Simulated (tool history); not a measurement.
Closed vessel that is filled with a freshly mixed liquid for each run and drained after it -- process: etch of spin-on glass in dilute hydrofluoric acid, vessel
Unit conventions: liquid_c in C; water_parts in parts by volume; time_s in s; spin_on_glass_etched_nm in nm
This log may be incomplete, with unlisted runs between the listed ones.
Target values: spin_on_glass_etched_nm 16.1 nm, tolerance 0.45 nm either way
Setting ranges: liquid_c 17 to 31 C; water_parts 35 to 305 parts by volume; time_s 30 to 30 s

run    day  liquid_c  water_parts  time_s  spin_on_glass_etched_nm
  1      0        23          170      30                   7.0817
  2  0.354        23          170      30                   7.1259
  3    0.4      24.5          155      30                   8.3125
  4  0.725      25.5          140      30                   9.8425
  5  0.996      26.5          130      30                   10.907
  6  1.092      28.5          130      30                   11.803
  7  1.242        29          125      30                   12.587
  8  1.292      29.5          120      30                   13.423
  9  1.462        30          115      30                   14.463
 10  1.762      30.5          110      30                    15.63

Consider the 4 candidate settings below. Which is the only one whose results all fall within their allowed miss of target?
  A  2.062      28.5           95      30                        ?
  B  2.062      30.5          100      30                        ?
  C  2.062        24           90      30                        ?
  D  2.062        30          105      30                        ?

move  spin_on_glass_etched_nm
   A                   17.203
   B                   17.501
   C                   15.333
   D                   16.244
A: carries the result that was furthest off beyond its target, to the other side
B: carries the result that was furthest off beyond its target, to the other side
C: the biggest miss grows against the last run
D: every result within its allowed miss
The right move is D.

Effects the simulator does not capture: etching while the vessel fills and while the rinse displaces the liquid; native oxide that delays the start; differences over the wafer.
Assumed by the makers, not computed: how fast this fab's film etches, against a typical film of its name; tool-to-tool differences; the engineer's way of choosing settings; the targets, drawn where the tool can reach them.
